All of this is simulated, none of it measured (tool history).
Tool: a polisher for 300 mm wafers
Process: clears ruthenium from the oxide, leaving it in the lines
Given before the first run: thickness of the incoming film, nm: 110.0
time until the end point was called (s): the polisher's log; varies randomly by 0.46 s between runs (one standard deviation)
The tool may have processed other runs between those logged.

run    day  flow of slurry (ml/min)  pressure of the wafer on the pad (kPa)  speed of the pad under the wafer (cm/s)  overpolish time after the end point (s)  time until the end point was called (s)
  1      0                      305                                    16.5                                      122                                       11                                   77.036
  2  0.025                      305                                    17.9                                      122                                       11                                   71.671
  3  0.325                      305                                    17.9                                      122                                       11                                   71.423
  4  0.392                      305                                    19.3                                      122                                       11                                   65.862
  5  0.638                      305                                    19.3                                      122                                        9                                   66.466
  6  0.996                      305                                    16.5                                      122                                        9                                   78.217
  7  1.171                      305                                    17.9                                      122                                        9                                   72.083
     1.229  -- head pressure recalibrated
  8  1.229                      305                                    19.3                                      122                                        9                                   69.918
  9  1.479                      305                                    20.7                                      124                                        9                                   64.278

Run 10 has not been measured yet. What should we expect?
 10  1.604                      305                                    21.4                                      126                                        9                                        ?

Run 10 came out at time until the end point was called (s) 63.135.

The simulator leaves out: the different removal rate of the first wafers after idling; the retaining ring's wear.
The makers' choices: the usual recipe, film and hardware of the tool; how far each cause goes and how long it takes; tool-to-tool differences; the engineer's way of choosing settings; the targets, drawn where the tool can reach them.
